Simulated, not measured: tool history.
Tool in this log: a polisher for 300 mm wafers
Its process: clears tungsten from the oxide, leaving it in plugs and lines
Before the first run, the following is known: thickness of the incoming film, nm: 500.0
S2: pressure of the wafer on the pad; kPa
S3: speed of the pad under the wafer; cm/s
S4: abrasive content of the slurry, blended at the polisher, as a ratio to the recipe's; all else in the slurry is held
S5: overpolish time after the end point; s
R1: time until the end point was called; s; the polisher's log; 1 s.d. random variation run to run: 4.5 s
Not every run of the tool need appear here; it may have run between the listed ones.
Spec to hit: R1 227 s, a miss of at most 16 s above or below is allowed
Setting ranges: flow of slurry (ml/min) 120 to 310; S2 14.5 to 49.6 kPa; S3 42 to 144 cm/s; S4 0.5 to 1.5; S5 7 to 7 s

{"run": 1, "hour": 0.0, "flow of slurry (ml/min)": 200, "S2": 31.7, "S3": 92, "S4": 1, "S5": 7, "R1": 112.4}
{"run": 2, "hour": 5.2, "flow of slurry (ml/min)": 200, "S2": 27.6, "S3": 88, "S4": 1, "S5": 7, "R1": 133.52}
{"run": 3, "hour": 9.4, "flow of slurry (ml/min)": 200, "S2": 22.1, "S3": 88, "S4": 1, "S5": 7, "R1": 163.09}
{"run": 4, "hour": 15.9, "flow of slurry (ml/min)": 230, "S2": 22.1, "S3": 88, "S4": 1, "S5": 7, "R1": 163.41}
{"run": 5, "hour": 19.8, "flow of slurry (ml/min)": 230, "S2": 22.1, "S3": 78, "S4": 1, "S5": 7, "R1": 168.01}
{"run": 6, "hour": 28.6, "flow of slurry (ml/min)": 280, "S2": 22.1, "S3": 78, "S4": 1, "S5": 7, "R1": 167.36}
{"run": 7, "hour": 34.4, "flow of slurry (ml/min)": 280, "S2": 20, "S3": 76, "S4": 1, "S5": 7, "R1": 194.32}
{"run": 8, "hour": 38.2, "flow of slurry (ml/min)": 280, "S2": 19.3, "S3": 76, "S4": 1, "S5": 7, "R1": 194.76}
{"run": 9, "hour": 42.5, "flow of slurry (ml/min)": 280, "S2": 18.6, "S3": 76, "S4": 1, "S5": 7, "R1": 196.27}
{"run": 10, "hour": 49.0, "flow of slurry (ml/min)": 280, "S2": 17.9, "S3": 76, "S4": 1, "S5": 7, "R1": 202.64}

Pick the move, out of 5, that brings all results within their allowed miss; only one does.
{"run": "A", "hour": 55.5, "flow of slurry (ml/min)": 280, "S2": 18.6, "S3": 90, "S4": 0.85, "S5": 7, "R1": "?"}
{"run": "B", "hour": 55.5, "flow of slurry (ml/min)": 305, "S2": 17.2, "S3": 66, "S4": 1.1, "S5": 7, "R1": "?"}
{"run": "C", "hour": 55.5, "flow of slurry (ml/min)": 310, "S2": 21.4, "S3": 62, "S4": 1.05, "S5": 7, "R1": "?"}
{"run": "D", "hour": 55.5, "flow of slurry (ml/min)": 295, "S2": 20, "S3": 70, "S4": 1.05, "S5": 7, "R1": "?"}
{"run": "E", "hour": 55.5, "flow of slurry (ml/min)": 255, "S2": 15.9, "S3": 68, "S4": 0.9, "S5": 7, "R1": "?"}

move=A R1=188.29
move=B R1=220.01
move=C R1=187.71
move=D R1=188.52
move=E R1=254.66
A: lands further from the targets than the last run did
B: in spec on every target
C: lands further from the targets than the last run did
D: lands further from the targets than the last run did
E: takes the biggest miss from the last run beyond its target
B meets every target.
